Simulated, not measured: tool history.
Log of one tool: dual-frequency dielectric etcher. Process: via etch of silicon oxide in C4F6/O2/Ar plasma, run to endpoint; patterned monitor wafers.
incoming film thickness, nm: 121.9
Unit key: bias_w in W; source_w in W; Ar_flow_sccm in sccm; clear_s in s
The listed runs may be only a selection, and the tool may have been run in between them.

Run 1, hour 0: bias_w 581 W, source_w 410 W, Ar_flow_sccm 224 sccm. Result: clear_s 24.375 s.
Run 2, hour 6.4: bias_w 581 W, source_w 440 W, Ar_flow_sccm 224 sccm. Result: clear_s 23.881 s.
Run 3, hour 9.6: bias_w 535 W, source_w 440 W, Ar_flow_sccm 224 sccm. Result: clear_s 24.734 s.
Run 4, hour 17.3: bias_w 507 W, source_w 440 W, Ar_flow_sccm 225 sccm. Result: clear_s 25.242 s.
Run 5, hour 24.5: bias_w 483 W, source_w 440 W, Ar_flow_sccm 226 sccm. Result: clear_s 25.583 s.
Run 6, hour 25.3: bias_w 462 W, source_w 430 W, Ar_flow_sccm 227 sccm. Result: clear_s 26.759 s.
Run 7, hour 28.4: bias_w 451 W, source_w 430 W, Ar_flow_sccm 227 sccm. Result: clear_s 26.667 s.
Run 8, hour 35.6: bias_w 438 W, source_w 430 W, Ar_flow_sccm 227 sccm. Result: clear_s 26.923 s.

Run 9, settings as shown, results not yet in. Your forecast:
Run 9, hour 43.2: bias_w 427 W, source_w 430 W, Ar_flow_sccm 227 sccm. Result: clear_s ?.

Run 9 produced clear_s 27.356 s.
